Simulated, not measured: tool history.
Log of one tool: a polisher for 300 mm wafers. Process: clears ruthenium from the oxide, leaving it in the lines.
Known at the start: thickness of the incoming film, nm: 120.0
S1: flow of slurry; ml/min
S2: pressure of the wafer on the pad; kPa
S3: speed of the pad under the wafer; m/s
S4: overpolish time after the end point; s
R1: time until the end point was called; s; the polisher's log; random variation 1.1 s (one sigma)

run,hour,S1,S2,S3,S4,R1
1,0.0,120,15.9,1.22,4,87.954
2,4.7,110,15.9,1.22,4,87.740
3,13.6,110,15.9,1.22,4,86.843
4,15.0,110,16.5,1.22,4,83.326
5,17.3,95,16.5,1.22,4,88.323
6,20.2,100,17.2,1.22,4,81.462

Run 7 comes next. What will it give?
7,22.3,100,17.9,1.22,4,?

{"run 7": {"R1": 79.941}}
